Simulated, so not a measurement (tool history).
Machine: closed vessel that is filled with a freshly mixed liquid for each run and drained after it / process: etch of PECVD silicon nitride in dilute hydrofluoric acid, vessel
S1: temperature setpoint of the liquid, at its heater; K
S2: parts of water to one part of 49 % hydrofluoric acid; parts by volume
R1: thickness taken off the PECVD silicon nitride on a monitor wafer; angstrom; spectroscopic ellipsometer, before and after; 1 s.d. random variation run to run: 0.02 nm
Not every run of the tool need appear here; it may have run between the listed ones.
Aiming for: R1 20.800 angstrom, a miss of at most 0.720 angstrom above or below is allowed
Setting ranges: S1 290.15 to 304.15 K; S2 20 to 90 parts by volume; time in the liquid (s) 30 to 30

Run 1, hour 0.0: S1 296.15 K, S2 50 parts by volume, time in the liquid (s) 30. Result: R1 13.418 angstrom.
Run 2, hour 3.8: S1 294.15 K, S2 50 parts by volume, time in the liquid (s) 30. Result: R1 11.624 angstrom.
Run 3, hour 5.2: S1 294.15 K, S2 40 parts by volume, time in the liquid (s) 30. Result: R1 14.458 angstrom.
Run 4, hour 6.2: S1 295.65 K, S2 40 parts by volume, time in the liquid (s) 30. Result: R1 16.091 angstrom.
Run 5, hour 13.6: S1 295.65 K, S2 45 parts by volume, time in the liquid (s) 30. Result: R1 14.465 angstrom.
Run 6, hour 19.2: S1 297.15 K, S2 45 parts by volume, time in the liquid (s) 30. Result: R1 15.613 angstrom.
Run 7, hour 24.5: S1 298.65 K, S2 45 parts by volume, time in the liquid (s) 30. Result: R1 17.339 angstrom.
Run 8, hour 27.9: S1 299.65 K, S2 45 parts by volume, time in the liquid (s) 30. Result: R1 18.850 angstrom.
Run 9, hour 35.1: S1 299.65 K, S2 45 parts by volume, time in the liquid (s) 30. Result: R1 18.884 angstrom.
Run 10, hour 43.8: S1 300.15 K, S2 45 parts by volume, time in the liquid (s) 30. Result: R1 19.663 angstrom.

Which of these 4 next moves meets every target?
Run A, hour 52.5: S1 299.15 K, S2 45 parts by volume, time in the liquid (s) 30. Result: R1 ?.
Run B, hour 52.5: S1 302.15 K, S2 45 parts by volume, time in the liquid (s) 30. Result: R1 ?.
Run C, hour 52.5: S1 296.15 K, S2 30 parts by volume, time in the liquid (s) 30. Result: R1 ?.
Run D, hour 52.5: S1 299.65 K, S2 40 parts by volume, time in the liquid (s) 30. Result: R1 ?.

move      R1
   A  18.405
   B  22.427
   C  22.290
   D  21.353
A: its largest miss is bigger than the last run's
B: takes the biggest miss from the last run beyond its target
C: takes the biggest miss from the last run beyond its target
D: meets every target
D meets every target.

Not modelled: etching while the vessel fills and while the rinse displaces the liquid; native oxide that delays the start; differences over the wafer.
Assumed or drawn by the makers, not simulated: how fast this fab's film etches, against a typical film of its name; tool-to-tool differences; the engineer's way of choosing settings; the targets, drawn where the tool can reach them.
